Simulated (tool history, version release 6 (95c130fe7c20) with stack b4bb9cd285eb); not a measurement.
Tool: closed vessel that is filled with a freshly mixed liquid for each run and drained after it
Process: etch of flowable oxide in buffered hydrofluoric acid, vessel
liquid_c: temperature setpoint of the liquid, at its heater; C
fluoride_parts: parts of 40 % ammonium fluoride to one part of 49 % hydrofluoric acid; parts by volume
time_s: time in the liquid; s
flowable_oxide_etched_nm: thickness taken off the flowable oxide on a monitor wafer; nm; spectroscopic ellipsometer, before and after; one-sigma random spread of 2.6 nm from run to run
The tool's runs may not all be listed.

| run | hour | liquid_c | fluoride_parts | time_s | flowable_oxide_etched_nm |
|---|---|---|---|---|---|
| 1 | 0.0 | 22.0 | 20.5 | 100 | 202.08 |
| 2 | 5.2 | 23.5 | 20.5 | 100 | 219.08 |
| 3 | 13.6 | 25.0 | 19.0 | 100 | 252.22 |
| 4 | 21.7 | 26.5 | 17.5 | 100 | 293.48 |
| 5 | 23.7 | 27.5 | 17.0 | 100 | 322.41 |
| 6 | 25.5 | 24.0 | 17.0 | 100 | 265.95 |
| 7 | 33.8 | 25.5 | 16.5 | 100 | 299.06 |
| 8 | 35.9 | 25.5 | 16.5 | 100 | 296.76 |
| 9 | 41.8 | 25.5 | 16.5 | 100 | 297.25 |
| 10 | 46.0 | 26.5 | 16.0 | 100 | 328.75 |
| 11 | 48.5 | 27.5 | 16.0 | 100 | 347.53 |
| 12 | 52.3 | 28.0 | 16.0 | 100 | 355.66 |
| 13 | 54.8 | 28.5 | 16.0 | 100 | 358.86 |
| 14 | 60.5 | 29.0 | 16.0 | 100 | 367.65 |

What will run 15 give?
| 15 | 68.1 | 29.0 | 16.0 | 100 | ? |

{"run 15": {"flowable_oxide_etched_nm": 373.7}}

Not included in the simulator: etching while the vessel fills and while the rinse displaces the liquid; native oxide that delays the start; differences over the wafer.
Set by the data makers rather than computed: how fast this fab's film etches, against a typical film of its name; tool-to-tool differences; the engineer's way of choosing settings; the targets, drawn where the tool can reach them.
